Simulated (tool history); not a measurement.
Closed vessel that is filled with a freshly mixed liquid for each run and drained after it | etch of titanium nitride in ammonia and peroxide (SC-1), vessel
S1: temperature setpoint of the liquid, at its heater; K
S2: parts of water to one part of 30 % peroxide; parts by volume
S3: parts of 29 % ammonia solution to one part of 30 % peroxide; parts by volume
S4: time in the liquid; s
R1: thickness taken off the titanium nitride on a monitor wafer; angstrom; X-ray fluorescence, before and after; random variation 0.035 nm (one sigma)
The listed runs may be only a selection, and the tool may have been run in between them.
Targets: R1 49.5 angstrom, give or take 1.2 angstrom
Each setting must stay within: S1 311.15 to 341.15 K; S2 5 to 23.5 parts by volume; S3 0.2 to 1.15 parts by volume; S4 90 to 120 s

{"run": 1, "day": 0.0, "S1": 325.15, "S2": 13, "S3": 0.65, "S4": 120, "R1": 74.49}
{"run": 2, "day": 0.242, "S1": 325.15, "S2": 13, "S3": 0.65, "S4": 120, "R1": 74.207}
{"run": 3, "day": 0.592, "S1": 325.15, "S2": 13, "S3": 0.65, "S4": 120, "R1": 74.401}
{"run": 4, "day": 0.733, "S1": 325.15, "S2": 15.5, "S3": 0.65, "S4": 120, "R1": 68.14}
{"run": 5, "day": 1.025, "S1": 325.15, "S2": 15.5, "S3": 0.75, "S4": 120, "R1": 69.44}
{"run": 6, "day": 1.138, "S1": 325.15, "S2": 18.5, "S3": 0.75, "S4": 120, "R1": 62.395}
{"run": 7, "day": 1.208, "S1": 324.15, "S2": 18.5, "S3": 0.75, "S4": 120, "R1": 58.824}
{"run": 8, "day": 1.458, "S1": 323.15, "S2": 18.5, "S3": 0.75, "S4": 120, "R1": 54.798}
{"run": 9, "day": 1.508, "S1": 322.65, "S2": 18.5, "S3": 0.75, "S4": 120, "R1": 52.538}
{"run": 10, "day": 1.867, "S1": 322.15, "S2": 18.5, "S3": 0.75, "S4": 120, "R1": 51.085}

Which of these 5 next moves meets every target?
{"run": "A", "day": 2.225, "S1": 326.15, "S2": 18, "S3": 0.8, "S4": 90, "R1": "?"}
{"run": "B", "day": 2.225, "S1": 321.65, "S2": 18, "S3": 0.7, "S4": 120, "R1": "?"}
{"run": "C", "day": 2.225, "S1": 323.65, "S2": 21.5, "S3": 0.8, "S4": 120, "R1": "?"}
{"run": "D", "day": 2.225, "S1": 321.65, "S2": 16, "S3": 0.65, "S4": 120, "R1": "?"}
{"run": "E", "day": 2.225, "S1": 325.65, "S2": 20.5, "S3": 0.85, "S4": 90, "R1": "?"}

move=A R1=51.754
move=B R1=49.311
move=C R1=52.662
move=D R1=51.9
move=E R1=47.066
A: the biggest miss grows against the last run
B: every result within its allowed miss
C: the biggest miss grows against the last run
D: the biggest miss grows against the last run
E: moves the result that the last run missed by most past its target, out the other side
The move that meets every target is B.

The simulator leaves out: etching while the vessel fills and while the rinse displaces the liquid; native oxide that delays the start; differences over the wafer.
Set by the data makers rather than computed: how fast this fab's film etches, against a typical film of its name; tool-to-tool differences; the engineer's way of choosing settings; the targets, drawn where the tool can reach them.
